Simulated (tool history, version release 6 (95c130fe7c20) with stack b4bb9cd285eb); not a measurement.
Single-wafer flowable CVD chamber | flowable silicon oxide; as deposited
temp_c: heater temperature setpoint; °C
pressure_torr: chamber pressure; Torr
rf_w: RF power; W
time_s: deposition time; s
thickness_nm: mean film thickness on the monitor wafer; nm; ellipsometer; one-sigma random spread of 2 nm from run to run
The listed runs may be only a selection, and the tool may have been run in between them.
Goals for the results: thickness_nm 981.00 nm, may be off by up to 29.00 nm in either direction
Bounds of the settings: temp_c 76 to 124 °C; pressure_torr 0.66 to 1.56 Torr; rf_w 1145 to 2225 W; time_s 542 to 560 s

run	hour	temp_c	pressure_torr	rf_w	time_s	thickness_nm
1	0.0	100	1.11	1685	542	480.62
2	7.9	97	1.11	1685	542	523.35
3	11.0	94	1.11	1685	542	573.11
4	19.9	94	1.24	1685	542	636.99
5	27.7	94	1.24	1685	560	657.16
6	35.2	92	1.24	1685	560	699.01
7	41.7	90	1.24	1685	560	738.04
8	50.2	88	1.24	1685	560	783.50
9	51.5	87	1.24	1685	560	803.40
10	60.4	86	1.24	1685	560	824.57

Below are 4 possible settings for the next run. Only one of them brings all results inside the allowed miss of their targets. Which is it?
A	69.3	83	1.25	1700	560	?
B	69.3	82	1.42	1615	560	?
C	69.3	77	1.15	1750	560	?
D	69.3	80	1.36	1835	560	?

move	thickness_nm
A	901.58
B	1022.70
C	982.69
D	1079.10
A: closer than the last run, but not yet in spec
B: pushes the last run's worst result past its target
C: in spec on every target
D: pushes the last run's worst result past its target
Answer: C
